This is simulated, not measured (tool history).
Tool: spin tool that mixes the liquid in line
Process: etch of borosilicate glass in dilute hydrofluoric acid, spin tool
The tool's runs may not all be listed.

run,hour,temperature setpoint of the liquid (K),parts of water to one part of 49 % hydrofluoric acid (parts by volume),time under the liquid (s),thickness taken off the borosilicate glass on a monitor wafer (angstrom)
1,0,295.15,205,310,339.97
2,8.8,295.15,205,310,338.85
3,16.2,295.15,205,335,365.02
4,23.6,293.65,215,335,328.69
5,30.4,292.65,225,335,296.35
6,35.1,292.65,225,310,278.17
7,38.9,292.15,230,310,266.51
8,40.6,291.65,235,310,252.83

Run 9, settings as shown, results not yet in. Your forecast:
9,48.3,291.15,235,310,?

Run 9 measured thickness taken off the borosilicate glass on a monitor wafer (angstrom) 249.88.
